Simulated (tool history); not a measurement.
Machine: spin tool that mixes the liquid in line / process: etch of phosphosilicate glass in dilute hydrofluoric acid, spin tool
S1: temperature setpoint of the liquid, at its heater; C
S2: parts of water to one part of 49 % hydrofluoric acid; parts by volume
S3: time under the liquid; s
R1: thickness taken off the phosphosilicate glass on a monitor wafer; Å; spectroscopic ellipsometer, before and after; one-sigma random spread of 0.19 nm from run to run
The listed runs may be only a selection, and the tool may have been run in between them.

run	hour	S1	S2	S3	R1
1	0.0	26.0	260	20	140.93
2	8.1	27.5	250	20	154.66
3	16.1	28.5	240	20	170.85
4	24.3	28.5	240	15	129.51
5	25.9	28.5	205	15	156.03
6	27.3	29.5	190	15	177.07
7	30.8	30.0	185	15	186.66

Predict the results of run 8:
8	37.4	30.5	180	15	?

{"run 8": {"R1": 199.36}}

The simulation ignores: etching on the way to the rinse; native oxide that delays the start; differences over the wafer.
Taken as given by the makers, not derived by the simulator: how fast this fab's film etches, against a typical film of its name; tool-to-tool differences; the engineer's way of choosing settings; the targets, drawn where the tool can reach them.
